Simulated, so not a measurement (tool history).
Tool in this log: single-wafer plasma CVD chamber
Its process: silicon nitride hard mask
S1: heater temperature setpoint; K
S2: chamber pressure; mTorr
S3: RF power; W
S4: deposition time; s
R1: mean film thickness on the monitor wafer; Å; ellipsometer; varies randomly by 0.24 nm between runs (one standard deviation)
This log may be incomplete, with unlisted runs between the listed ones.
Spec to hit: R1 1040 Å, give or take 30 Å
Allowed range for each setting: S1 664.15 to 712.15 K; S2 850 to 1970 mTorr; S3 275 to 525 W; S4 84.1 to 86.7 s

run	hour	S1	S2	S3	S4	R1
1	0	688.15	1410	400	84.1	1176.1
2	3.5	692.15	1410	400	84.1	1171.3
3	8.1	686.15	1410	400	84.1	1175.5
4	9.7	695.15	1410	400	84.1	1173.5
5	18.6	688.15	1410	400	84.1	1183
6	19.6	688.15	1500	400	84.1	1209.8
7	20.2	688.15	1460	395	84.1	1183.3
8	22.8	688.15	1460	395	84.1	1188.3

Which single option among these 5 for the next run brings every result within its allowed miss of target? Just one does.
A	25.4	688.15	1040	345	84.1	?
B	25.4	690.15	1230	395	84.1	?
C	25.4	704.15	1640	460	86.7	?
D	25.4	668.15	1500	460	86.7	?
E	25.4	689.15	1290	345	84.1	?

move	R1
A	962.64
B	1111.1
C	1365.9
D	1347.4
E	1050.3
A: takes the result that was furthest off past its target
B: closer than the last run, but not yet in spec
C: its largest miss is bigger than the last run's
D: its largest miss is bigger than the last run's
E: every result within its allowed miss
E meets every target.

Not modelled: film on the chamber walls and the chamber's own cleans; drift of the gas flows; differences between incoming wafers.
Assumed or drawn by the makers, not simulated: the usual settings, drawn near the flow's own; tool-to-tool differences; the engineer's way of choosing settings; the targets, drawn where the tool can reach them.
